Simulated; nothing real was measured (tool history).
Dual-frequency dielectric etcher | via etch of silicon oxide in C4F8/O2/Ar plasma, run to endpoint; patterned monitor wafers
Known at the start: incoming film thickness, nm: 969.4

run,hour,source power (kW),bias power (kW),endpoint time (s)
1,0,2.22,2.438,202.01
2,2.3,2.22,2.857,194.64
3,10.3,2.4,2.857,189.26
4,10.9,2.4,3.036,187.81
5,11.9,2.27,2.967,193.05
6,15.5,2.27,3.306,185.06
7,21.9,2.15,3.216,188.3
8,23.9,1.7,2.728,213.63
9,30,1.66,2.708,216.81

Run 10 comes next. What will it give?
# hour 34: wet clean of the chamber
10,34,1.62,2.699,?

endpoint time (s): 211.95

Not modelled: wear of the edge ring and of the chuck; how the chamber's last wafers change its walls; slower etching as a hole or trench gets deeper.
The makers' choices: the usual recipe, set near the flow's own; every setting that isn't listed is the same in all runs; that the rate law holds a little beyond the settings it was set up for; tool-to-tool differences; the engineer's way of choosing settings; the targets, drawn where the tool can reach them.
